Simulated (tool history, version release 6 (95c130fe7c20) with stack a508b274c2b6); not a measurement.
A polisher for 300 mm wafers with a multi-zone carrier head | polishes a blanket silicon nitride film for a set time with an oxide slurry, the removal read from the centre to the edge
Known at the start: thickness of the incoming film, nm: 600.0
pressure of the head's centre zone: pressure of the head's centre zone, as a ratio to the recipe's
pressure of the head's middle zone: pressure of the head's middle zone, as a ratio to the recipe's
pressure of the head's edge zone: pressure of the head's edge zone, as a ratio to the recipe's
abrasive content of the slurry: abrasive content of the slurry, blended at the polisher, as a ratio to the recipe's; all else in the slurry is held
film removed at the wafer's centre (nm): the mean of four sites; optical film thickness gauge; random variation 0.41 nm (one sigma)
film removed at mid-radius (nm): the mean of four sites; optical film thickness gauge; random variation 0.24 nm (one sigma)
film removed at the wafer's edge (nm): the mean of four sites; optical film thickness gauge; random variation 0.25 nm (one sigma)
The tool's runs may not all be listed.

| run | day | flow of slurry (ml/min) | pressure of the head's centre zone | pressure of the head's middle zone | pressure of the head's edge zone | abrasive content of the slurry | polishing time (s) | film removed at the wafer's centre (nm) | film removed at mid-radius (nm) | film removed at the wafer's edge (nm) |
|---|---|---|---|---|---|---|---|---|---|---|
| 1 | 0.000 | 285 | 1.00 | 1.00 | 1.00 | 1.00 | 41 | 42.590 | 41.942 | 42.627 |
| 2 | 0.238 | 285 | 1.00 | 1.00 | 1.00 | 1.00 | 51 | 51.364 | 51.600 | 52.782 |
| 3 | 0.400 | 290 | 1.00 | 1.02 | 0.95 | 0.85 | 45 | 44.514 | 43.867 | 42.149 |
| 4 | 0.521 | 290 | 0.97 | 1.02 | 0.92 | 0.75 | 41 | 37.677 | 38.398 | 36.355 |
| 5 | 0.642 | 290 | 0.97 | 1.09 | 0.92 | 0.75 | 41 | 37.678 | 40.736 | 36.483 |
| 6 | 1.004 | 290 | 0.97 | 1.08 | 0.90 | 0.65 | 38 | 32.774 | 35.152 | 31.818 |
| 7 | 1.062 | 285 | 0.98 | 1.08 | 0.87 | 0.60 | 37 | 31.629 | 33.837 | 29.539 |
| 8 | 1.192 | 285 | 0.98 | 1.08 | 0.87 | 0.60 | 37 | 31.215 | 33.539 | 29.451 |

Forecast run 9:
| 9 | 1.404 | 275 | 0.98 | 1.06 | 0.85 | 0.55 | 37 | ? | ? | ? |

Run 9 gave film removed at the wafer's centre (nm) 30.258, film removed at mid-radius (nm) 32.670, film removed at the wafer's edge (nm) 28.498.
